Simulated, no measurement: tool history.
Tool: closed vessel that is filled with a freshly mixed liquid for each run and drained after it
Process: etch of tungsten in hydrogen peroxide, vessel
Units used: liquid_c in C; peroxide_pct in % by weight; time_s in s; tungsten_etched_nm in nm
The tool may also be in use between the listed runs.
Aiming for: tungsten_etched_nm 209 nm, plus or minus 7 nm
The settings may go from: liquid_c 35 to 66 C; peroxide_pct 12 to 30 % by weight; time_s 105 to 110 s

run    day  liquid_c  peroxide_pct  time_s  tungsten_etched_nm
  1      0        51          20.5     105              144.91
  2  0.388        51          20.5     110               151.2
  3  0.475        47          20.5     110              118.88
  4  0.533      48.5          20.5     110              130.81
  5  0.604      48.5          20.5     110              128.63
  6  0.888      48.5          20.5     105              123.48
  7  1.021        50          20.5     105              137.79
  8  1.217        51          20.5     105               146.2
  9  1.379        51          20.5     105              145.21
 10   1.75        52          20.5     105              154.17
 11  1.967        58          20.5     105              219.54

Of the 4 settings listed for the next run, only one would bring every result within its allowed miss of target. Which one?
  A  2.183        59          22.5     105                   ?
  B  2.183      55.5            22     110                   ?
  C  2.183        55          23.5     105                   ?
  D  2.183      56.5          19.5     105                   ?

move  tungsten_etched_nm
   A              245.57
   B              207.32
   C              198.56
   D              197.61
A: moves away from the targets compared with the last run
B: all results land within tolerance of their targets
C: takes the biggest miss from the last run beyond its target
D: takes the biggest miss from the last run beyond its target
Answer: B

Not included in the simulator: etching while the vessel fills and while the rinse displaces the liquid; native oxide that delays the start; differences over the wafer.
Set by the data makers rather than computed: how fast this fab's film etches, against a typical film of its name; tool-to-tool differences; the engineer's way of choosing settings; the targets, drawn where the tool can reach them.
